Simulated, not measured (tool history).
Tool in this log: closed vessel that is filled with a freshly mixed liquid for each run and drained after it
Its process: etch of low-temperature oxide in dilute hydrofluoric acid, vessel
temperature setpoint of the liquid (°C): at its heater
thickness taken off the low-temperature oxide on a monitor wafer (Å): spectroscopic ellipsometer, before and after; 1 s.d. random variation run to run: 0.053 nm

run,hour,temperature setpoint of the liquid (°C),parts of water to one part of 49 % hydrofluoric acid (parts by volume),time in the liquid (s),thickness taken off the low-temperature oxide on a monitor wafer (Å)
1,0,25,285,60,28.718
2,1.1,25,285,60,28.574
3,4.8,25,285,60,28.556
4,12.6,25,285,60,28.859
5,19.8,25,360,60,20.945
# hour 24.6: hydrofluoric acid flow meter replaced
6,24.6,26,315,60,29.77

Forecast run 7:
7,27.4,27,305,60,?

{"run 7": {"thickness taken off the low-temperature oxide on a monitor wafer (Å)": 32.296}}
